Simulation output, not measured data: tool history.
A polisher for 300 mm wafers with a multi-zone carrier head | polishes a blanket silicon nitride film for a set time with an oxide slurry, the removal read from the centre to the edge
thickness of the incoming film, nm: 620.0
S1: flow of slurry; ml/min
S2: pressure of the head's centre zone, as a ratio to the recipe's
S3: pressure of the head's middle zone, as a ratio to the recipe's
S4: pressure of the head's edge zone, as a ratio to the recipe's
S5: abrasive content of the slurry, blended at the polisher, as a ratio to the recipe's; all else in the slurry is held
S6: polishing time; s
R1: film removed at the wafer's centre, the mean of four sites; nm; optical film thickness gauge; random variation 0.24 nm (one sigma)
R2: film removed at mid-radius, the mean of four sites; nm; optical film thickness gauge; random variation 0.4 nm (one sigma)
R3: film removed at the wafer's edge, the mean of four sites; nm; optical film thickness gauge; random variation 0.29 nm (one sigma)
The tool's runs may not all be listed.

run,hour,S1,S2,S3,S4,S5,S6,R1,R2,R3
1,0,250,1,1,1,1,74,44.457,43.056,46.546
2,4.8,250,1.06,1,1,1,74,47.268,42.703,45.977
3,11,240,1.04,1.01,1,1,74,45.834,43.085,46.499
4,19,240,1.09,1.01,1,1,74,48.316,43.2,46.508
5,19.8,240,1.09,1.01,1,1.2,74,51.243,45.999,49.688
6,25.8,240,1.01,1.01,1,1.2,74,47.312,45.857,48.83
7,28.9,230,0.99,1.02,1,1.2,74,46.33,45.878,49.051
8,30.4,230,0.99,1.02,1,1.2,74,46.241,45.868,48.503
9,38.1,225,0.97,1.03,1,1.2,74,45.607,45.949,48.934

Forecast run 10:
10,47,220,0.95,1.04,1,1.2,74,?,?,?

{"run 10": {"R1": 44.74, "R2": 46.609, "R3": 48.357}}
